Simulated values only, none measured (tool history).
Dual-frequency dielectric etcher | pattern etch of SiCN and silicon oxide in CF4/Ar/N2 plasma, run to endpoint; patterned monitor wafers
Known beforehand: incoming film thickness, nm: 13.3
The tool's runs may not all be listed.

run,day,source power (W),bias power (W),Ar flow (sccm),CF4 flow (sccm),endpoint time (s)
1,0,560,92,109,55,12.58
2,0.35,580,93,109,55,12.142
3,0.679,600,93,109,55,11.879
4,1.029,600,85,109,55,12.363
5,1.212,600,71,109,55,13.616
6,1.575,600,71,120,55,13.746
7,1.825,630,73,120,55,13.087
8,2.054,660,75,119,55,12.443
9,2.242,680,77,118,55,12.004
10,2.375,700,79,118,55,11.562
11,2.608,710,80,118,55,11.281

Forecast run 12:
12,2.812,720,81,118,55,?

Run 12 yielded endpoint time (s) 11.215.
